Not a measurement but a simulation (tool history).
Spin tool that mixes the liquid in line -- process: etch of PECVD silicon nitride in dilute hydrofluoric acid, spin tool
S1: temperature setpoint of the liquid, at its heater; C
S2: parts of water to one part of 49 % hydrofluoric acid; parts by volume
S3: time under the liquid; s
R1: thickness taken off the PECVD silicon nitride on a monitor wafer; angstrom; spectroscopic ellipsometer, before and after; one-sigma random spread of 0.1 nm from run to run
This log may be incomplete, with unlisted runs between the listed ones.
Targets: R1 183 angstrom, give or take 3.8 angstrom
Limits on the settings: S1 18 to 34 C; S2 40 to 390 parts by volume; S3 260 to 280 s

run,hour,S1,S2,S3,R1
1,0,26,215,260,57.869
2,2,26,215,260,58.528
3,3,28,175,260,80.954
4,8.6,31,175,260,97.796
5,17.5,32,150,260,119.75
6,23.8,32,150,280,129.57
7,30.7,32,150,280,130
8,39.6,32.5,135,280,149.08
9,42.4,33,130,280,160.84
10,49.6,33.5,125,280,171.82
11,54.7,34,115,280,193.22
12,55.4,33.5,115,280,185.68

4 candidate next runs follow, results not yet known. Just one meets every target within its allowed miss. Identify it.
A,56.1,32.5,110,280,?
B,56.1,34,115,280,?
C,56.1,33.5,105,260,?
D,56.1,34,110,270,?

move,R1
A,185.08
B,193.72
C,191.52
D,195.5
A: each result inside its tolerance
B: further off than the last run
C: further off than the last run
D: further off than the last run
Correct choice: A, which meets every target
